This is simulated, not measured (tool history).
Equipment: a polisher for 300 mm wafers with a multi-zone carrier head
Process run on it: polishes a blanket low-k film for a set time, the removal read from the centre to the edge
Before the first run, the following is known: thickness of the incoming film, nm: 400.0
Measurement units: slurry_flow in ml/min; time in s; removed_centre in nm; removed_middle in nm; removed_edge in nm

run	hour	slurry_flow	centre_zone	middle_zone	edge_zone	slurry_solids	time	removed_centre	removed_middle	removed_edge
1	0.0	170	1.00	1.00	1.00	1.00	72	19.044	19.217	19.290
2	8.3	170	1.00	1.00	1.00	1.00	84	22.756	22.584	22.255
3	12.0	165	1.01	0.97	0.98	0.90	77	19.362	19.026	19.831
4	16.6	170	1.04	0.97	0.97	0.85	69	17.948	16.959	16.599
5	19.5	170	1.04	0.95	0.97	0.80	64	16.248	14.915	15.221
6	22.7	170	1.04	0.95	0.97	0.65	64	14.329	13.729	14.004
7	31.2	170	1.04	0.95	0.97	0.65	64	14.721	13.587	13.918
8	39.8	170	1.04	0.93	0.97	0.60	61	12.916	12.014	12.718
9	46.5	170	1.04	0.91	0.96	0.60	60	12.855	11.923	12.415

Run 10, settings as shown, results not yet in. Your forecast:
10	49.4	165	1.04	0.89	0.96	0.60	59	?	?	?

{"run 10": {"removed_centre": 13.06, "removed_middle": 11.516, "removed_edge": 12.049}}
